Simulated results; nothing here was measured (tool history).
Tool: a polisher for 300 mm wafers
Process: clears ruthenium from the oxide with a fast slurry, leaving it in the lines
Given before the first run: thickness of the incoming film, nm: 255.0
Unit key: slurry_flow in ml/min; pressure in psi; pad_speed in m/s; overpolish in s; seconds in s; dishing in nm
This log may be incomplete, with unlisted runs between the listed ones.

run  hour  slurry_flow  pressure  pad_speed  slurry_solids  overpolish  seconds  dishing
  1   0.0          245       2.4       0.88            1.0          12   76.618   29.787
  2   7.5          205       2.4       0.88            1.0          12   78.844   29.194
  3  14.0          210       2.7       0.88            1.0          12   70.638   32.512
  4  21.2          210       2.7       0.88            0.9          12   74.425   30.976
  5  29.3          215       3.0       0.90            0.9          12   66.380   34.897
  6  31.9          165       3.0       0.90            0.9          12   70.688   32.638

Run 7, settings as shown, results not yet in. Your forecast:
  7  40.1          235       3.6       0.92            0.9          10        ?        ?

{"run 7": {"seconds": 53.156, "dishing": 34.645}}
